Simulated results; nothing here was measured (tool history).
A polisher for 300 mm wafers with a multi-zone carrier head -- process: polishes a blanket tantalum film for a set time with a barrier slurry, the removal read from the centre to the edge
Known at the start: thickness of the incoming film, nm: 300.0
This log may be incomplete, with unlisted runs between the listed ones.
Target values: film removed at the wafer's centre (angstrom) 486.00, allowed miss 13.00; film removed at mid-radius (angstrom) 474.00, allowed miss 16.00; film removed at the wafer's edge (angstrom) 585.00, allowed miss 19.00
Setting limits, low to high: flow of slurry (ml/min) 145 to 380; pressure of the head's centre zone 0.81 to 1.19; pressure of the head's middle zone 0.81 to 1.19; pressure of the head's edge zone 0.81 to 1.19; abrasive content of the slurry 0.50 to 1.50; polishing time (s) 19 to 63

| run | hour | flow of slurry (ml/min) | pressure of the head's centre zone | pressure of the head's middle zone | pressure of the head's edge zone | abrasive content of the slurry | polishing time (s) | film removed at the wafer's centre (angstrom) | film removed at mid-radius (angstrom) | film removed at the wafer's edge (angstrom) |
|---|---|---|---|---|---|---|---|---|---|---|
| 1 | 0.0 | 245 | 1.00 | 1.00 | 1.00 | 1.00 | 41 | 686.28 | 660.85 | 683.20 |
| 2 | 7.2 | 245 | 1.00 | 1.00 | 1.00 | 1.10 | 41 | 694.43 | 682.56 | 686.79 |
| 3 | 8.6 | 245 | 1.05 | 1.00 | 1.00 | 1.10 | 41 | 720.39 | 687.94 | 682.20 |
| 4 | 10.0 | 230 | 0.98 | 0.99 | 1.00 | 0.95 | 40 | 646.85 | 638.85 | 648.83 |
| 5 | 16.8 | 230 | 0.98 | 0.99 | 0.95 | 0.95 | 40 | 642.93 | 628.09 | 635.42 |
| 6 | 18.7 | 200 | 0.98 | 0.99 | 0.95 | 0.95 | 40 | 632.33 | 629.32 | 631.79 |
| 7 | 26.8 | 225 | 0.88 | 0.89 | 1.05 | 0.70 | 39 | 540.00 | 527.96 | 611.23 |
|  | 31.7 | worn pad replaced by a new one |
| 8 | 31.7 | 215 | 0.86 | 0.87 | 1.04 | 0.65 | 39 | 565.45 | 561.11 | 648.98 |

Below are 4 possible settings for the next run. Only one of them brings all results inside the allowed miss of their targets. Which is it?
| A | 36.6 | 295 | 0.87 | 0.97 | 1.07 | 0.70 | 31 | ? | ? | ? |
| B | 36.6 | 195 | 0.81 | 0.98 | 1.03 | 0.50 | 35 | ? | ? | ? |
| C | 36.6 | 255 | 0.87 | 0.88 | 1.19 | 0.50 | 34 | ? | ? | ? |
| D | 36.6 | 280 | 0.98 | 0.92 | 1.11 | 0.50 | 33 | ? | ? | ? |

| move | film removed at the wafer's centre (angstrom) | film removed at mid-radius (angstrom) | film removed at the wafer's edge (angstrom) |
|---|---|---|---|
| A | 490.15 | 513.39 | 550.35 |
| B | 458.14 | 511.86 | 541.13 |
| C | 487.98 | 472.36 | 583.04 |
| D | 521.81 | 480.78 | 550.15 |
A: brings the last run's worst result on target, with another outside its allowed miss
B: pushes the last run's worst result past its target
C: hits every target within its allowed miss
D: closes in on the targets versus the last run, not all within tolerance yet
So the answer is move C, the one that meets all the targets.

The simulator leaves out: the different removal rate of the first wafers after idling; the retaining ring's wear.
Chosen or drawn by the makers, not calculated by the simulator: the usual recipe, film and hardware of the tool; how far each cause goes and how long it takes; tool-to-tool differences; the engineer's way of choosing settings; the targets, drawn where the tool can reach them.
